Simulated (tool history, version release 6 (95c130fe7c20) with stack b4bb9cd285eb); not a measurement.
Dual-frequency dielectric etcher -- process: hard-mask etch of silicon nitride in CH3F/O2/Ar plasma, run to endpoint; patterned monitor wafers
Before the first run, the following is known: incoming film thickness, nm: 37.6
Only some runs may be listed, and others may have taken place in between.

run	day	source power (W)	bias power (W)	endpoint time (s)
1	0	360	91	47.758
2	0.288	340	88	49.802
3	0.396	380	88	48.054
4	0.704	360	85	49.356
5	0.871	360	99	47.308
6	1.246	360	110	45.91
7	1.546	340	103	47.796
8	1.912	330	98	48.393
9	2.204	320	93	50.266
10	2.425	250	75	57.271
11	2.679	250	74	56.903
12	2.729	250	72	58.515
13	2.821	250	71	57.964

Run 14 comes next. What will it give?
14	3.025	250	70	?

endpoint time (s): 58.967
